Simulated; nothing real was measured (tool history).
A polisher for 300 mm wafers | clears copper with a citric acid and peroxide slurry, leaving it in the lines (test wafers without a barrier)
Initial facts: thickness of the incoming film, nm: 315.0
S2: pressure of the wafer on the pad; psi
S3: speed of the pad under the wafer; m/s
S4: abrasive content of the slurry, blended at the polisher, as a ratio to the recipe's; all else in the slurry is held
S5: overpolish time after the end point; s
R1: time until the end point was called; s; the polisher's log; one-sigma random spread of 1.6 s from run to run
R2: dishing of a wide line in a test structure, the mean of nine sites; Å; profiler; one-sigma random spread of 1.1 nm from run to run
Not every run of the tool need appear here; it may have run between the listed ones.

run 1 hour=0.0 | flow_of_slurry_(ml/min)=280 S2=4.1 S3=0.92 S4=1.0 S5=21 | R1=106.170 R2=347.13
run 2 hour=1.7 | flow_of_slurry_(ml/min)=330 S2=4.1 S3=0.92 S4=1.0 S5=21 | R1=101.680 R2=365.94
run 3 hour=5.2 | flow_of_slurry_(ml/min)=330 S2=4.1 S3=1.12 S4=1.0 S5=21 | R1=86.602 R2=425.41
run 4 hour=6.2 | flow_of_slurry_(ml/min)=400 S2=4.1 S3=1.12 S4=1.0 S5=21 | R1=83.745 R2=419.09
run 5 hour=8.5 | flow_of_slurry_(ml/min)=395 S2=3.5 S3=1.12 S4=1.0 S5=25 | R1=98.784 R2=432.77
run 6 hour=10.4 | flow_of_slurry_(ml/min)=395 S2=3.2 S3=1.12 S4=1.0 S5=27 | R1=108.720 R2=410.25

Run 7, settings as shown, results not yet in. Your forecast:
run 7 hour=18.1 | flow_of_slurry_(ml/min)=395 S2=3.0 S3=1.12 S4=1.0 S5=30 | R1=? R2=?

{"run 7": {"R1": 112.74, "R2": 437.06}}
